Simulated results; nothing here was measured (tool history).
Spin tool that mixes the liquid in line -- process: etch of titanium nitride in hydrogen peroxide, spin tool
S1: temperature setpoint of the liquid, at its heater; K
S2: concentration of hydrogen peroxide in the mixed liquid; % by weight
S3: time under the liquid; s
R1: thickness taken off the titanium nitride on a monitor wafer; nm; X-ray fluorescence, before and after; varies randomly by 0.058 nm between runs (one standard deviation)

run,hour,S1,S2,S3,R1
1,0.0,321.15,17.5,310,21.5600
2,5.2,318.65,17.5,310,17.8390
3,6.5,317.15,17.5,310,15.8730
4,7.9,312.15,17.5,310,10.8290
5,15.8,306.65,17.5,310,7.1434
6,20.9,306.65,17.5,310,7.0729
7,25.8,309.15,17.5,310,8.6906
8,29.0,310.65,17.5,310,9.8372

Run 9 is up next; what results do you expect?
9,31.0,311.65,17.5,310,?

{"run 9": {"R1": 10.578}}
